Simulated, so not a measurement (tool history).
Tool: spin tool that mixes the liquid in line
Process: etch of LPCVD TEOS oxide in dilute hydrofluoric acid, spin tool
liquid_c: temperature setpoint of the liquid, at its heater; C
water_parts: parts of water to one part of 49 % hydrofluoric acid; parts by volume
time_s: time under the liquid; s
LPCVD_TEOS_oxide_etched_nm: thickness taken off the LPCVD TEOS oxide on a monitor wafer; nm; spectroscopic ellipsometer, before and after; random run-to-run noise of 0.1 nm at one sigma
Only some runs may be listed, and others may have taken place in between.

Run 1, day 0.000: liquid_c 21.0 C, water_parts 225 parts by volume, time_s 160 s. Result: LPCVD_TEOS_oxide_etched_nm 9.7347 nm.
Run 2, day 0.054: liquid_c 22.0 C, water_parts 225 parts by volume, time_s 160 s. Result: LPCVD_TEOS_oxide_etched_nm 10.0520 nm.
Run 3, day 0.183: liquid_c 23.0 C, water_parts 225 parts by volume, time_s 160 s. Result: LPCVD_TEOS_oxide_etched_nm 10.5240 nm.
Run 4, day 0.396: liquid_c 23.5 C, water_parts 225 parts by volume, time_s 160 s. Result: LPCVD_TEOS_oxide_etched_nm 10.6450 nm.
Run 5, day 0.508: liquid_c 23.5 C, water_parts 145 parts by volume, time_s 160 s. Result: LPCVD_TEOS_oxide_etched_nm 17.8790 nm.
Run 6, day 0.812: liquid_c 22.5 C, water_parts 150 parts by volume, time_s 160 s. Result: LPCVD_TEOS_oxide_etched_nm 16.5100 nm.
Run 7, day 1.038: liquid_c 21.5 C, water_parts 155 parts by volume, time_s 160 s. Result: LPCVD_TEOS_oxide_etched_nm 15.5650 nm.
Run 8, day 1.408: liquid_c 20.5 C, water_parts 160 parts by volume, time_s 160 s. Result: LPCVD_TEOS_oxide_etched_nm 14.4380 nm.

What does the tool deliver on the next run?
Run 9, day 1.754: liquid_c 20.0 C, water_parts 165 parts by volume, time_s 160 s. Result: LPCVD_TEOS_oxide_etched_nm ?.

LPCVD_TEOS_oxide_etched_nm: 13.5480 nm

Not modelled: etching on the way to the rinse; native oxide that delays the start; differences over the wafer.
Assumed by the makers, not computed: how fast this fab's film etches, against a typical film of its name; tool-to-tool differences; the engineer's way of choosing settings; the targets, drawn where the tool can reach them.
